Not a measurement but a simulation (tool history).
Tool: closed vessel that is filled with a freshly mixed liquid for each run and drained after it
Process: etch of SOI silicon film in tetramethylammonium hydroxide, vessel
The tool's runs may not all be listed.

run,hour,temperature setpoint of the liquid (°C),concentration of hydroxide in the mixed liquid (% by weight),time in the liquid (s),thickness taken off the SOI silicon film on a monitor wafer (nm)
1,0,71,13.5,85,610.98
2,4.6,71,15,85,582.16
3,11.3,71,15,85,576.55
4,17.3,71,16.5,85,560.71
5,20,72,16.5,85,599.48
6,24.8,72.5,16.5,85,606.03
7,27.7,73,16.5,85,630.55
8,31.1,73.5,16.5,85,644.76
9,36.3,74,16.5,85,663.09
10,37.6,74.5,16.5,85,684.4

For run 11, what comes out?
11,45,75,16.5,85,?

Run 11 gave thickness taken off the SOI silicon film on a monitor wafer (nm) 704.88.
